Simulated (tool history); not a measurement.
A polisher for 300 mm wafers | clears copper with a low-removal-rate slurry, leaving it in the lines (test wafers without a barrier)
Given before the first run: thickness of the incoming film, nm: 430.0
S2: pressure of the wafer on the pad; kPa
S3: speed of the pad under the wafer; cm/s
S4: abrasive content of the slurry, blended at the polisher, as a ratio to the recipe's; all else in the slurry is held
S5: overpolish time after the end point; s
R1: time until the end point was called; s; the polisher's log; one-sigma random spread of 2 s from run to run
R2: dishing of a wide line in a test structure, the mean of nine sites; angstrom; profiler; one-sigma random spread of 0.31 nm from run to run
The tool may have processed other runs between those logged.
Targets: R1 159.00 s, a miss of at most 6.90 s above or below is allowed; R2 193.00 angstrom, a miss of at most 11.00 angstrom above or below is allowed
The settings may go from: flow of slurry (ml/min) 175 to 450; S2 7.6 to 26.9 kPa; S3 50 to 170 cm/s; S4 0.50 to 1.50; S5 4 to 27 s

Run 1, hour 0.0: flow of slurry (ml/min) 290, S2 17.2 kPa, S3 110 cm/s, S4 1.00, S5 14 s. Result: R1 142.10 s, R2 286.68 angstrom.
Run 2, hour 1.7: flow of slurry (ml/min) 290, S2 16.5 kPa, S3 110 cm/s, S4 1.00, S5 13 s. Result: R1 145.38 s, R2 255.67 angstrom.
Run 3, hour 2.4: flow of slurry (ml/min) 290, S2 15.9 kPa, S3 110 cm/s, S4 1.00, S5 12 s. Result: R1 152.79 s, R2 235.55 angstrom.
Run 4, hour 10.4: flow of slurry (ml/min) 335, S2 15.9 kPa, S3 110 cm/s, S4 1.00, S5 12 s. Result: R1 155.18 s, R2 228.83 angstrom.
Run 5, hour 16.2: flow of slurry (ml/min) 335, S2 15.9 kPa, S3 110 cm/s, S4 1.00, S5 11 s. Result: R1 150.49 s, R2 223.98 angstrom.
Run 6, hour 16.9: flow of slurry (ml/min) 335, S2 15.9 kPa, S3 126 cm/s, S4 1.00, S5 11 s. Result: R1 131.74 s, R2 247.74 angstrom.
Run 7, hour 22.6: flow of slurry (ml/min) 335, S2 15.2 kPa, S3 126 cm/s, S4 1.00, S5 11 s. Result: R1 135.35 s, R2 236.50 angstrom.
Run 8, hour 31.1: flow of slurry (ml/min) 335, S2 14.5 kPa, S3 126 cm/s, S4 1.00, S5 11 s. Result: R1 140.28 s, R2 225.34 angstrom.
Run 9, hour 39.4: flow of slurry (ml/min) 335, S2 13.8 kPa, S3 126 cm/s, S4 1.00, S5 11 s. Result: R1 147.65 s, R2 220.69 angstrom.

5 next moves are on the table. One of them brings every result within its allowed miss. Which?
Run A, hour 47.7: flow of slurry (ml/min) 260, S2 16.5 kPa, S3 108 cm/s, S4 1.40, S5 9 s. Result: R1 ?, R2 ?.
Run B, hour 47.7: flow of slurry (ml/min) 350, S2 11.0 kPa, S3 144 cm/s, S4 0.95, S5 16 s. Result: R1 ?, R2 ?.
Run C, hour 47.7: flow of slurry (ml/min) 325, S2 13.8 kPa, S3 132 cm/s, S4 1.00, S5 9 s. Result: R1 ?, R2 ?.
Run D, hour 47.7: flow of slurry (ml/min) 360, S2 10.3 kPa, S3 158 cm/s, S4 1.25, S5 13 s. Result: R1 ?, R2 ?.
Run E, hour 47.7: flow of slurry (ml/min) 360, S2 13.1 kPa, S3 130 cm/s, S4 0.85, S5 10 s. Result: R1 ?, R2 ?.

move      R1      R2
   A  138.77  199.97
   B  169.36  270.91
   C  147.37  188.52
   D  151.88  248.88
   E  163.73  188.21
A: the worst result of the last run now meets its target, but another is out of spec
B: lands further from the targets than the last run did
C: the worst result of the last run now meets its target, but another is out of spec
D: lands further from the targets than the last run did
E: in spec on every target
Answer: E

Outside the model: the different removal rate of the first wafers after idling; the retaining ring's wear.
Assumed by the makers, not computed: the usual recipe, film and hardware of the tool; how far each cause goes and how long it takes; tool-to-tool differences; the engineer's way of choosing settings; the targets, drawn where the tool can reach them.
